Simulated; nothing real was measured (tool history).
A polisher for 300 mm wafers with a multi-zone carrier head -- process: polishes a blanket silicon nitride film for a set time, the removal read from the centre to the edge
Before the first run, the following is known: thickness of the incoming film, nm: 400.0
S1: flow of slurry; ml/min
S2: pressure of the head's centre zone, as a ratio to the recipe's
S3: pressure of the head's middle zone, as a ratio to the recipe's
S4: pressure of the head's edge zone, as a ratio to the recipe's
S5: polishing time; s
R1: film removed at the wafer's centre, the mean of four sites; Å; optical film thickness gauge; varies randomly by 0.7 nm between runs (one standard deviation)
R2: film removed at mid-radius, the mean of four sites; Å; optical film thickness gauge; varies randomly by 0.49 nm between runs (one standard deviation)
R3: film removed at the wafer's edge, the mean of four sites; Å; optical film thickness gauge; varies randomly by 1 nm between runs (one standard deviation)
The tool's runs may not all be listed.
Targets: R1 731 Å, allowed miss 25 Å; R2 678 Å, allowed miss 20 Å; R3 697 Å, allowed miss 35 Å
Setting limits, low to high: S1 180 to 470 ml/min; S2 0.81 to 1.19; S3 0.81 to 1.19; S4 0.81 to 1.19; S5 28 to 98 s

{"run": 1, "hour": 0.0, "S1": 300, "S2": 1, "S3": 1, "S4": 1, "S5": 63, "R1": 1195.7, "R2": 1198.2, "R3": 1216.5}
{"run": 2, "hour": 4.8, "S1": 300, "S2": 1, "S3": 1.08, "S4": 1, "S5": 63, "R1": 1171.5, "R2": 1267.7, "R3": 1213.8}
{"run": 3, "hour": 10.7, "S1": 300, "S2": 1, "S3": 1.08, "S4": 1, "S5": 52, "R1": 956.2, "R2": 1048.8, "R3": 995.62}
{"run": 4, "hour": 16.1, "S1": 300, "S2": 0.93, "S3": 1.08, "S4": 1, "S5": 52, "R1": 898.95, "R2": 1051.5, "R3": 986.12}
{"run": 5, "hour": 23.7, "S1": 295, "S2": 0.94, "S3": 1.01, "S4": 0.95, "S5": 46, "R1": 793.69, "R2": 863.59, "R3": 850.09}
{"run": 6, "hour": 24.7, "S1": 300, "S2": 0.96, "S3": 0.97, "S4": 0.9, "S5": 44, "R1": 779.14, "R2": 807.22, "R3": 809.51}
{"run": 7, "hour": 28.4, "S1": 295, "S2": 0.98, "S3": 0.95, "S4": 0.87, "S5": 42, "R1": 770.75, "R2": 776.96, "R3": 761.55}
{"run": 8, "hour": 29.2, "S1": 290, "S2": 0.98, "S3": 0.92, "S4": 0.85, "S5": 41, "R1": 757.35, "R2": 723.03, "R3": 747.77}
{"run": 9, "hour": 30.2, "S1": 285, "S2": 0.98, "S3": 0.92, "S4": 0.84, "S5": 40, "R1": 727.25, "R2": 694.79, "R3": 717.46}
{"run": 10, "hour": 32.4, "S1": 280, "S2": 0.99, "S3": 0.92, "S4": 0.83, "S5": 40, "R1": 738.39, "R2": 710.17, "R3": 710.22}

4 candidate next runs follow, results not yet known. Just one meets every target within its allowed miss. Identify it.
{"run": "A", "hour": 34.6, "S1": 260, "S2": 1, "S3": 0.99, "S4": 0.81, "S5": 39, "R1": "?", "R2": "?", "R3": "?"}
{"run": "B", "hour": 34.6, "S1": 340, "S2": 0.98, "S3": 1.01, "S4": 0.81, "S5": 38, "R1": "?", "R2": "?", "R3": "?"}
{"run": "C", "hour": 34.6, "S1": 305, "S2": 1, "S3": 0.95, "S4": 0.86, "S5": 40, "R1": "?", "R2": "?", "R3": "?"}
{"run": "D", "hour": 34.6, "S1": 340, "S2": 1.02, "S3": 0.91, "S4": 0.87, "S5": 38, "R1": "?", "R2": "?", "R3": "?"}

move=A R1=707.79 R2=717.42 R3=667.46
move=B R1=698.04 R2=730.97 R3=664.94
move=C R1=740.77 R2=726.54 R3=713.31
move=D R1=726.29 R2=675.52 R3=687.19
A: its largest miss is bigger than the last run's
B: its largest miss is bigger than the last run's
C: its largest miss is bigger than the last run's
D: in spec on every target
So the answer is move D, the one that meets all the targets.
